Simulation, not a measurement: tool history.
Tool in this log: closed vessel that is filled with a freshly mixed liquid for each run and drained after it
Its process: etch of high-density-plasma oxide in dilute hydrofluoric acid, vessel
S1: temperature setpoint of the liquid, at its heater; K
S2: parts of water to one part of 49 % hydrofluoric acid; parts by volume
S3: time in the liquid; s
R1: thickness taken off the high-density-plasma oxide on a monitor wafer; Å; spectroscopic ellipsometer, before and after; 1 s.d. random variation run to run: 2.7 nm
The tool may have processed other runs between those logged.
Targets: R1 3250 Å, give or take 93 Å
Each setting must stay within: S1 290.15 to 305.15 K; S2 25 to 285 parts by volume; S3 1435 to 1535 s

Run 1, hour 0: S1 297.15 K, S2 155 parts by volume, S3 1435 s. Result: R1 651.85 Å.
Run 2, hour 4.8: S1 297.15 K, S2 155 parts by volume, S3 1435 s. Result: R1 646.78 Å.
Run 3, hour 6.6: S1 299.65 K, S2 115 parts by volume, S3 1465 s. Result: R1 1022 Å.
Run 4, hour 11.8: S1 301.15 K, S2 85 parts by volume, S3 1485 s. Result: R1 1531.9 Å.
Run 5, hour 20.5: S1 302.15 K, S2 65 parts by volume, S3 1495 s. Result: R1 2184.2 Å.
Run 6, hour 27.8: S1 302.15 K, S2 120 parts by volume, S3 1495 s. Result: R1 1096.1 Å.
Run 7, hour 28.5: S1 302.65 K, S2 90 parts by volume, S3 1495 s. Result: R1 1563.6 Å.
Run 8, hour 34.7: S1 302.65 K, S2 90 parts by volume, S3 1495 s. Result: R1 1562.5 Å.
Run 9, hour 38.2: S1 303.15 K, S2 70 parts by volume, S3 1495 s. Result: R1 2085.4 Å.
Run 10, hour 39.7: S1 303.65 K, S2 60 parts by volume, S3 1495 s. Result: R1 2563.8 Å.

Pick the move, out of 5, that brings all results within their allowed miss; only one does.
Run A, hour 41.2: S1 303.15 K, S2 70 parts by volume, S3 1495 s. Result: R1 ?.
Run B, hour 41.2: S1 305.15 K, S2 90 parts by volume, S3 1490 s. Result: R1 ?.
Run C, hour 41.2: S1 305.15 K, S2 50 parts by volume, S3 1505 s. Result: R1 ?.
Run D, hour 41.2: S1 305.15 K, S2 75 parts by volume, S3 1435 s. Result: R1 ?.
Run E, hour 41.2: S1 303.15 K, S2 80 parts by volume, S3 1435 s. Result: R1 ?.

move      R1
   A  2084.1
   B  1691.2
   C  3272.6
   D  1999.7
   E  1724.8
A: moves away from the targets compared with the last run
B: moves away from the targets compared with the last run
C: every result within its allowed miss
D: moves away from the targets compared with the last run
E: moves away from the targets compared with the last run
Move C is the one to make.
